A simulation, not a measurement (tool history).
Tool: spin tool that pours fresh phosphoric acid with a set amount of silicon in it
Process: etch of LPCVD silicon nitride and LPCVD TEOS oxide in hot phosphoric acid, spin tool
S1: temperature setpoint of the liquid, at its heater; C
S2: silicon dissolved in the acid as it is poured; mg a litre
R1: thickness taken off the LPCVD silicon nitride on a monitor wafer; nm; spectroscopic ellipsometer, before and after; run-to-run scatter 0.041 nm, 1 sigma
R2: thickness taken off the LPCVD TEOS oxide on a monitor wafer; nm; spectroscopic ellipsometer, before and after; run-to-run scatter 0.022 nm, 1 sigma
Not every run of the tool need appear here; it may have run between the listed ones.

run 1 hour=0.0 | S1=160.0 S2=23.5 time_under_the_liquid_(s)=180 | R1=15.045 R2=0.39635
run 2 hour=1.0 | S1=160.0 S2=23.5 time_under_the_liquid_(s)=230 | R1=19.349 R2=0.51214
run 3 hour=6.4 | S1=159.5 S2=20.5 time_under_the_liquid_(s)=215 | R1=17.760 R2=0.49107
run 4 hour=12.4 | S1=159.5 S2=20.5 time_under_the_liquid_(s)=295 | R1=24.384 R2=0.71391
run 5 hour=21.5 | S1=158.0 S2=20.5 time_under_the_liquid_(s)=295 | R1=23.113 R2=0.65125
run 6 hour=23.2 | S1=159.0 S2=20.5 time_under_the_liquid_(s)=295 | R1=23.906 R2=0.75611
run 7 hour=28.5 | S1=158.5 S2=17.5 time_under_the_liquid_(s)=260 | R1=20.666 R2=0.67468
run 8 hour=29.3 | S1=158.0 S2=17.0 time_under_the_liquid_(s)=235 | R1=18.340 R2=0.54728
run 9 hour=32.8 | S1=158.0 S2=15.0 time_under_the_liquid_(s)=210 | R1=16.423 R2=0.55447

Estimate the outcome of run 10 from the log above:
run 10 hour=40.4 | S1=157.5 S2=14.5 time_under_the_liquid_(s)=195 | R1=? R2=?

R1: 15.088 nm
R2: 0.45515 nm
